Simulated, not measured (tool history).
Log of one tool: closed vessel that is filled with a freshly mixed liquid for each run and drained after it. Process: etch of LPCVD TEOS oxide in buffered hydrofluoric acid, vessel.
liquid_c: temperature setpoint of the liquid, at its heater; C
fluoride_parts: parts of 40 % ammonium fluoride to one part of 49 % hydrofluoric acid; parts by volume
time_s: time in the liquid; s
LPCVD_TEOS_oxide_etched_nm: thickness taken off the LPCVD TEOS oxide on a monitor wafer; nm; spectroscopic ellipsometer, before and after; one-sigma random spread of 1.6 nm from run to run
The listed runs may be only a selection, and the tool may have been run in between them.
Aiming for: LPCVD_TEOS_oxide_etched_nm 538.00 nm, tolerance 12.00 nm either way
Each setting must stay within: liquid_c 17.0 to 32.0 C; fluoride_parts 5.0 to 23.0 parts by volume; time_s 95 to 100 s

{"run": 1, "hour": 0.0, "liquid_c": 24.0, "fluoride_parts": 14.0, "time_s": 95, "LPCVD_TEOS_oxide_etched_nm": 210.63}
{"run": 2, "hour": 3.2, "liquid_c": 26.0, "fluoride_parts": 12.0, "time_s": 95, "LPCVD_TEOS_oxide_etched_nm": 273.28}
{"run": 3, "hour": 4.8, "liquid_c": 27.5, "fluoride_parts": 11.0, "time_s": 95, "LPCVD_TEOS_oxide_etched_nm": 323.94}
{"run": 4, "hour": 11.4, "liquid_c": 27.5, "fluoride_parts": 14.5, "time_s": 95, "LPCVD_TEOS_oxide_etched_nm": 247.26}
{"run": 5, "hour": 18.7, "liquid_c": 25.0, "fluoride_parts": 14.5, "time_s": 95, "LPCVD_TEOS_oxide_etched_nm": 215.82}
{"run": 6, "hour": 27.5, "liquid_c": 25.0, "fluoride_parts": 17.0, "time_s": 95, "LPCVD_TEOS_oxide_etched_nm": 184.79}
{"run": 7, "hour": 35.4, "liquid_c": 26.5, "fluoride_parts": 14.5, "time_s": 95, "LPCVD_TEOS_oxide_etched_nm": 232.98}
{"run": 8, "hour": 39.5, "liquid_c": 28.0, "fluoride_parts": 12.5, "time_s": 95, "LPCVD_TEOS_oxide_etched_nm": 291.99}
{"run": 9, "hour": 42.5, "liquid_c": 29.0, "fluoride_parts": 11.0, "time_s": 95, "LPCVD_TEOS_oxide_etched_nm": 349.35}

Pick the move, out of 4, that brings all results within their allowed miss; only one does.
{"run": "A", "hour": 45.5, "liquid_c": 31.5, "fluoride_parts": 10.0, "time_s": 100, "LPCVD_TEOS_oxide_etched_nm": "?"}
{"run": "B", "hour": 45.5, "liquid_c": 31.0, "fluoride_parts": 8.5, "time_s": 100, "LPCVD_TEOS_oxide_etched_nm": "?"}
{"run": "C", "hour": 45.5, "liquid_c": 29.5, "fluoride_parts": 8.0, "time_s": 100, "LPCVD_TEOS_oxide_etched_nm": "?"}
{"run": "D", "hour": 45.5, "liquid_c": 29.5, "fluoride_parts": 7.5, "time_s": 100, "LPCVD_TEOS_oxide_etched_nm": "?"}

move=A LPCVD_TEOS_oxide_etched_nm=459.90
move=B LPCVD_TEOS_oxide_etched_nm=509.31
move=C LPCVD_TEOS_oxide_etched_nm=502.81
move=D LPCVD_TEOS_oxide_etched_nm=539.12
A: nearer than the last run, and not there yet
B: nearer than the last run, and not there yet
C: nearer than the last run, and not there yet
D: in spec on every target
Correct choice: D, which meets every target

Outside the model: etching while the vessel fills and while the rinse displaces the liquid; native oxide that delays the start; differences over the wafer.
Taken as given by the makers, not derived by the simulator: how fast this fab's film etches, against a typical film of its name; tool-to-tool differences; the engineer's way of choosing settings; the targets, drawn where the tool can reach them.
